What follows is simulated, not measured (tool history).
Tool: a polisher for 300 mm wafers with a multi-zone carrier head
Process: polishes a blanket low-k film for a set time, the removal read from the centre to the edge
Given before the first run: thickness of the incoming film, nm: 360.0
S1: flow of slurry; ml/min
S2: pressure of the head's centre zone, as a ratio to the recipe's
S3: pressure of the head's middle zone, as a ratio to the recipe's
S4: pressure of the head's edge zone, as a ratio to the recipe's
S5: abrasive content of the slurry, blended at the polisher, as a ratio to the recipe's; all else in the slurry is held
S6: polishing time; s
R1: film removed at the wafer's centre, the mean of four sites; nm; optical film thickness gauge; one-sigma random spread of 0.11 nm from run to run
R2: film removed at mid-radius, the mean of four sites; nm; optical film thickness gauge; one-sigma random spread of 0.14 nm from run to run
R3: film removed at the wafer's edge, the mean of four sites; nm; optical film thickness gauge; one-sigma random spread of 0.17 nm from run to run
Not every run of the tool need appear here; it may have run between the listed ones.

run 1 hour=0.0 | S1=290 S2=1.00 S3=1.00 S4=1.00 S5=1.00 S6=86 | R1=17.056 R2=16.388 R3=16.711
run 2 hour=2.9 | S1=340 S2=1.00 S3=1.00 S4=1.00 S5=1.00 S6=86 | R1=17.101 R2=16.501 R3=17.235
run 3 hour=8.5 | S1=385 S2=1.00 S3=1.00 S4=1.00 S5=1.00 S6=86 | R1=17.364 R2=17.372 R3=17.566
run 4 hour=10.5 | S1=385 S2=1.07 S3=1.00 S4=1.00 S5=1.00 S6=86 | R1=18.618 R2=16.946 R3=17.211
run 5 hour=11.9 | S1=360 S2=1.06 S3=0.98 S4=0.96 S5=0.90 S6=86 | R1=17.987 R2=15.910 R3=16.532
run 6 hour=17.7 | S1=335 S2=1.06 S3=0.98 S4=0.94 S5=0.80 S6=84 | R1=16.585 R2=15.119 R3=15.202
run 7 hour=24.3 | S1=315 S2=1.07 S3=0.96 S4=0.92 S5=0.70 S6=83 | R1=15.747 R2=14.031 R3=14.399
run 8 hour=26.9 | S1=305 S2=1.08 S3=0.95 S4=0.90 S5=0.65 S6=82 | R1=15.345 R2=13.689 R3=13.655
run 9 hour=33.7 | S1=300 S2=1.08 S3=0.92 S4=0.88 S5=0.60 S6=82 | R1=15.160 R2=12.870 R3=13.667

What will run 10 give?
run 10 hour=39.5 | S1=300 S2=1.11 S3=0.95 S4=0.84 S5=0.50 S6=78 | R1=? R2=? R3=?

{"run 10": {"R1": 14.005, "R2": 11.833, "R3": 11.81}}
